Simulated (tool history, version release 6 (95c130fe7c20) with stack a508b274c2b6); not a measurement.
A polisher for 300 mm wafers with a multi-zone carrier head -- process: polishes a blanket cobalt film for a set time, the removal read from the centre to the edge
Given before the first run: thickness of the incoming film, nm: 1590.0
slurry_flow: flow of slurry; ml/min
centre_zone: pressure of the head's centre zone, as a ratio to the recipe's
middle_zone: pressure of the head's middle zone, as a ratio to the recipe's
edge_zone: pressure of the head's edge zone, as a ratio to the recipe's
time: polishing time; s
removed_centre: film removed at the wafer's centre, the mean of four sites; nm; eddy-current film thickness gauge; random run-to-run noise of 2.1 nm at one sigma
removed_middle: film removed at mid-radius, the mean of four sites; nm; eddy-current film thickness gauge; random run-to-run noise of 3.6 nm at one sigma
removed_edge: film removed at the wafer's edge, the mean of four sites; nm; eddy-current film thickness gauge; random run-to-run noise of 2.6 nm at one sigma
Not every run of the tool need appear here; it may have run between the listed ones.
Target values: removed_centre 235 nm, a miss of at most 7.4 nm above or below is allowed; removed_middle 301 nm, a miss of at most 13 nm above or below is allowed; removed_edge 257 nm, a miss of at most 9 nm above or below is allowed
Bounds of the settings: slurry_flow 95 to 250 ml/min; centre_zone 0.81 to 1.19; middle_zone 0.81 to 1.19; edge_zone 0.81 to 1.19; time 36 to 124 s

run 1 hour=0 | slurry_flow=160 centre_zone=1 middle_zone=1 edge_zone=1 time=79 | removed_centre=362.36 removed_middle=371.55 removed_edge=371.27
run 2 hour=1.9 | slurry_flow=160 centre_zone=1 middle_zone=1.04 edge_zone=1 time=79 | removed_centre=362.96 removed_middle=383.22 removed_edge=367.74
run 3 hour=3.4 | slurry_flow=130 centre_zone=1 middle_zone=1.04 edge_zone=1 time=79 | removed_centre=342.78 removed_middle=365.4 removed_edge=360.01
run 4 hour=11.5 | slurry_flow=130 centre_zone=0.99 middle_zone=1.05 edge_zone=0.98 time=76 | removed_centre=333.72 removed_middle=355.1 removed_edge=341.2
run 5 hour=19.4 | slurry_flow=130 centre_zone=0.99 middle_zone=0.98 edge_zone=0.98 time=76 | removed_centre=334.37 removed_middle=340.03 removed_edge=342.88
run 6 hour=23.3 | slurry_flow=130 centre_zone=0.99 middle_zone=1.02 edge_zone=0.98 time=76 | removed_centre=330.34 removed_middle=357 removed_edge=342.39
run 7 hour=30.5 | slurry_flow=130 centre_zone=0.98 middle_zone=1.02 edge_zone=0.97 time=74 | removed_centre=318.85 removed_middle=337.21 removed_edge=332.29
run 8 hour=36.9 | slurry_flow=130 centre_zone=0.97 middle_zone=1.04 edge_zone=0.95 time=72 | removed_centre=303.28 removed_middle=342.47 removed_edge=322.54
-- hour=45.6 worn pad replaced by a new one
run 9 hour=45.6 | slurry_flow=130 centre_zone=0.97 middle_zone=1.04 edge_zone=0.94 time=70 | removed_centre=318.82 removed_middle=358.09 removed_edge=334.36
run 10 hour=50.8 | slurry_flow=130 centre_zone=0.97 middle_zone=1.04 edge_zone=0.94 time=70 | removed_centre=316.99 removed_middle=354.26 removed_edge=331.54
run 11 hour=57.5 | slurry_flow=130 centre_zone=0.97 middle_zone=1.06 edge_zone=0.95 time=67 | removed_centre=306.8 removed_middle=333.4 removed_edge=315.45
run 12 hour=65.5 | slurry_flow=110 centre_zone=0.87 middle_zone=1.15 edge_zone=0.85 time=55 | removed_centre=214.21 removed_middle=286.57 removed_edge=243
run 13 hour=68.3 | slurry_flow=115 centre_zone=0.87 middle_zone=1.15 edge_zone=0.85 time=55 | removed_centre=215.99 removed_middle=296.8 removed_edge=244.49
run 14 hour=72.6 | slurry_flow=120 centre_zone=0.87 middle_zone=1.14 edge_zone=0.85 time=55 | removed_centre=218.33 removed_middle=290.6 removed_edge=243.68
run 15 hour=81.1 | slurry_flow=125 centre_zone=0.87 middle_zone=1.14 edge_zone=0.86 time=55 | removed_centre=222.4 removed_middle=300.62 removed_edge=248.4

Next run, 5 choices. One meets every target within its allowed miss, the rest don't. Which?
run A hour=89.6 | slurry_flow=150 centre_zone=0.85 middle_zone=1.19 edge_zone=0.95 time=52 | removed_centre=? removed_middle=? removed_edge=?
run B hour=89.6 | slurry_flow=145 centre_zone=0.86 middle_zone=1.18 edge_zone=0.81 time=52 | removed_centre=? removed_middle=? removed_edge=?
run C hour=89.6 | slurry_flow=165 centre_zone=0.81 middle_zone=1.19 edge_zone=0.83 time=51 | removed_centre=? removed_middle=? removed_edge=?
run D hour=89.6 | slurry_flow=110 centre_zone=0.9 middle_zone=1.13 edge_zone=0.83 time=59 | removed_centre=? removed_middle=? removed_edge=?
run E hour=89.6 | slurry_flow=100 centre_zone=0.83 middle_zone=1.16 edge_zone=0.87 time=59 | removed_centre=? removed_middle=? removed_edge=?

move=A removed_centre=212.17 removed_middle=301.49 removed_edge=252.72
move=B removed_centre=212.91 removed_middle=297.15 removed_edge=237.3
move=C removed_centre=202.52 removed_middle=301.5 removed_edge=239.2
move=D removed_centre=232.9 removed_middle=302.13 removed_edge=258.41
move=E removed_centre=207.12 removed_middle=299.67 removed_edge=257.23
A: moves away from the targets compared with the last run
B: moves away from the targets compared with the last run
C: moves away from the targets compared with the last run
D: every result lands within tolerance
E: moves away from the targets compared with the last run
Go with D: it meets all targets.

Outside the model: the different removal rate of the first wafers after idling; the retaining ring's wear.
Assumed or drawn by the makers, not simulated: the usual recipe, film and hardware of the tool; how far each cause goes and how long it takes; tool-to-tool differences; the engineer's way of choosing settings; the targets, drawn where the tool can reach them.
